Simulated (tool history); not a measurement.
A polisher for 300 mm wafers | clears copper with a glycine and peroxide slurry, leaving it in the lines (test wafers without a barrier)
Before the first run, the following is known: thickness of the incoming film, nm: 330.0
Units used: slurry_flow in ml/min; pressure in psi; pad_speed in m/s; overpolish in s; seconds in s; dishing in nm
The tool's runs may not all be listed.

run,hour,slurry_flow,pressure,pad_speed,overpolish,seconds,dishing
1,0,150,2,1.12,25,71.353,42.197
2,7.8,150,2.3,1.12,25,62.527,45.156
3,13.4,150,2.1,1.1,26,69.156,42.486
4,16.5,150,2.5,1.1,26,59.771,47.046
5,19.2,150,2.3,1.1,26,63.438,44.37
6,24.6,150,2.1,1.06,27,70.397,44.523
7,28.8,150,1.9,1.02,27,78.015,42.722

Run 8, settings as shown, results not yet in. Your forecast:
8,34.7,150,1.7,0.98,27,?,?

Run 8 produced seconds 89.509 s, dishing 41.251 nm.
